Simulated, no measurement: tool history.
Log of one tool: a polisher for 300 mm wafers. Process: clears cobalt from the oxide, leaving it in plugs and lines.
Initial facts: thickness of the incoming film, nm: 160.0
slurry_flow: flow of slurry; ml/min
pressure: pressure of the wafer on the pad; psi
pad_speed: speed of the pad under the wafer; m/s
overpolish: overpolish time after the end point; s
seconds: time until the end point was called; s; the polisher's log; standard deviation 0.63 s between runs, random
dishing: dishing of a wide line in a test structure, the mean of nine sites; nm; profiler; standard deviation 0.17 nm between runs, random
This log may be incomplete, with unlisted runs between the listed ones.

run	hour	slurry_flow	pressure	pad_speed	overpolish	seconds	dishing
1	0.0	235	1.5	0.78	11	43.805	13.3810
2	5.7	235	1.5	0.96	11	36.676	13.7350
3	13.2	235	1.5	0.96	14	36.730	15.3100
4	15.1	205	1.5	0.96	14	37.312	14.7710
5	22.6	195	1.4	0.94	12	40.513	14.4380
6	31.3	240	1.4	0.94	12	38.432	14.3780
7	37.6	225	1.4	0.84	10	43.763	13.2970
8	41.0	225	1.4	0.84	10	43.673	13.5850
9	43.7	235	1.4	0.76	9	47.874	12.2710
10	50.6	300	1.0	0.64	3	64.893	4.9604

Predict the results of run 11:
# hour 59.2: slurry nozzle cleaned
11	59.2	280	1.0	0.64	3	?	?

{"run 11": {"seconds": 62.507, "dishing": 5.3751}}
